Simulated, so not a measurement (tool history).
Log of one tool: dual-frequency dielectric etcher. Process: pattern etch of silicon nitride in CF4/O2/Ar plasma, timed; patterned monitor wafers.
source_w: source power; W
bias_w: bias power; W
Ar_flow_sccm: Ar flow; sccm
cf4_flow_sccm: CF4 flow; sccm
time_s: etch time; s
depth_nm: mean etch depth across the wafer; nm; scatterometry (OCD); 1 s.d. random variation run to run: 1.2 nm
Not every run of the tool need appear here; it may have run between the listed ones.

run 1 day=0.000 | source_w=650 bias_w=51 Ar_flow_sccm=73 cf4_flow_sccm=95 time_s=81.5 | depth_nm=206.56
run 2 day=0.096 | source_w=650 bias_w=51 Ar_flow_sccm=73 cf4_flow_sccm=107 time_s=81.5 | depth_nm=211.95
run 3 day=0.250 | source_w=630 bias_w=51 Ar_flow_sccm=73 cf4_flow_sccm=107 time_s=81.5 | depth_nm=207.46
run 4 day=0.567 | source_w=730 bias_w=51 Ar_flow_sccm=73 cf4_flow_sccm=107 time_s=81.5 | depth_nm=229.08
run 5 day=0.779 | source_w=700 bias_w=51 Ar_flow_sccm=73 cf4_flow_sccm=107 time_s=81.5 | depth_nm=219.91
run 6 day=1.054 | source_w=700 bias_w=51 Ar_flow_sccm=73 cf4_flow_sccm=107 time_s=74.5 | depth_nm=202.27

Estimate the outcome of run 7 from the log above:
run 7 day=1.142 | source_w=690 bias_w=51 Ar_flow_sccm=73 cf4_flow_sccm=107 time_s=74.5 | depth_nm=?

Run 7 produced depth_nm 201.11 nm.

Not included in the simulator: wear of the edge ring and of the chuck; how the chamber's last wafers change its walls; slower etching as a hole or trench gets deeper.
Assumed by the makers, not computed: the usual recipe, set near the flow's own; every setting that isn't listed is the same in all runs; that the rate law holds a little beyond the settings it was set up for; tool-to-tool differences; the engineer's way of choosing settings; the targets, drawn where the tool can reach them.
